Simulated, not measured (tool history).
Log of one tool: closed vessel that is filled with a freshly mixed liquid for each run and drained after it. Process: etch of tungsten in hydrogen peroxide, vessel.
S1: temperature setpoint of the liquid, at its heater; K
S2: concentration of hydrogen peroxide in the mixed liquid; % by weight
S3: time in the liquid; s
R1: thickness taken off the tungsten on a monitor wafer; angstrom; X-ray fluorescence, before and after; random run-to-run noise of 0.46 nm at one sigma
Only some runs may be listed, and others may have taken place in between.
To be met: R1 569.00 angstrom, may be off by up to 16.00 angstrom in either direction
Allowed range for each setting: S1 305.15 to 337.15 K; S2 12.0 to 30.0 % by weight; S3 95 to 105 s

Run 1, hour 0.0: S1 321.15 K, S2 20.5 % by weight, S3 95 s. Result: R1 1149.40 angstrom.
Run 2, hour 0.6: S1 327.15 K, S2 20.5 % by weight, S3 95 s. Result: R1 1674.50 angstrom.
Run 3, hour 7.1: S1 321.65 K, S2 20.5 % by weight, S3 95 s. Result: R1 1177.10 angstrom.
Run 4, hour 12.8: S1 318.15 K, S2 20.5 % by weight, S3 95 s. Result: R1 952.42 angstrom.
Run 5, hour 18.6: S1 318.15 K, S2 20.5 % by weight, S3 95 s. Result: R1 960.12 angstrom.
Run 6, hour 27.0: S1 318.15 K, S2 20.5 % by weight, S3 95 s. Result: R1 964.90 angstrom.
Run 7, hour 32.6: S1 315.15 K, S2 20.5 % by weight, S3 95 s. Result: R1 777.74 angstrom.
Run 8, hour 33.2: S1 313.65 K, S2 20.5 % by weight, S3 95 s. Result: R1 718.05 angstrom.
Run 9, hour 37.8: S1 312.65 K, S2 20.5 % by weight, S3 95 s. Result: R1 664.29 angstrom.
Run 10, hour 43.8: S1 311.65 K, S2 20.5 % by weight, S3 95 s. Result: R1 631.22 angstrom.
Run 11, hour 45.6: S1 311.15 K, S2 20.5 % by weight, S3 95 s. Result: R1 614.12 angstrom.
Run 12, hour 50.9: S1 310.65 K, S2 20.5 % by weight, S3 95 s. Result: R1 584.99 angstrom.

Below are 5 possible settings for the next run. Only one of them brings all results inside the allowed miss of their targets. Which is it?
Run A, hour 56.2: S1 310.65 K, S2 19.5 % by weight, S3 95 s. Result: R1 ?.
Run B, hour 56.2: S1 310.65 K, S2 22.5 % by weight, S3 95 s. Result: R1 ?.
Run C, hour 56.2: S1 312.15 K, S2 16.5 % by weight, S3 100 s. Result: R1 ?.
Run D, hour 56.2: S1 312.15 K, S2 18.0 % by weight, S3 95 s. Result: R1 ?.
Run E, hour 56.2: S1 311.15 K, S2 21.0 % by weight, S3 95 s. Result: R1 ?.

move      R1
   A  582.89
   B  626.13
   C  622.97
   D  618.14
   E  625.20
A: meets every target
B: its largest miss is bigger than the last run's
C: its largest miss is bigger than the last run's
D: its largest miss is bigger than the last run's
E: its largest miss is bigger than the last run's
A meets every target.
